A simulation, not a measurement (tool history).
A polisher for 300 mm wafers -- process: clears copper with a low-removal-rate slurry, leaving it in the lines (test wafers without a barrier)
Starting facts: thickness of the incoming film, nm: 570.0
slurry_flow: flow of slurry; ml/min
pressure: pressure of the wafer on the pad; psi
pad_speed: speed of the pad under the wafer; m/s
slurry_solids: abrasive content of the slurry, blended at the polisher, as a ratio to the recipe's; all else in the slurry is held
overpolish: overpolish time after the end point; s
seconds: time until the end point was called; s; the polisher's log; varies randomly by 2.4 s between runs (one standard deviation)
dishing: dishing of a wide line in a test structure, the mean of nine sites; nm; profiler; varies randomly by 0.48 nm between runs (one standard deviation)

run 1 hour=0 | slurry_flow=305 pressure=2.7 pad_speed=1.34 slurry_solids=1 overpolish=13 | seconds=156.82 dishing=31.297
run 2 hour=2.9 | slurry_flow=305 pressure=2.8 pad_speed=1.34 slurry_solids=1 overpolish=11 | seconds=147.07 dishing=28.985
run 3 hour=4.7 | slurry_flow=305 pressure=2.9 pad_speed=1.34 slurry_solids=1 overpolish=9 | seconds=145.18 dishing=24.686
run 4 hour=7.3 | slurry_flow=305 pressure=2.9 pad_speed=1.54 slurry_solids=1 overpolish=9 | seconds=128.45 dishing=27.311
run 5 hour=13.2 | slurry_flow=305 pressure=2.9 pad_speed=1.54 slurry_solids=1 overpolish=6 | seconds=125.93 dishing=18.327
run 6 hour=17.1 | slurry_flow=345 pressure=2.9 pad_speed=1.54 slurry_solids=1 overpolish=6 | seconds=121.82 dishing=18.715
run 7 hour=21 | slurry_flow=335 pressure=2.9 pad_speed=1.52 slurry_solids=1 overpolish=6 | seconds=123.26 dishing=18.492

Run 8 comes next. What will it give?
run 8 hour=27.9 | slurry_flow=325 pressure=2.9 pad_speed=1.52 slurry_solids=1 overpolish=6 | seconds=? dishing=?

seconds: 123.27 s
dishing: 18.756 nm
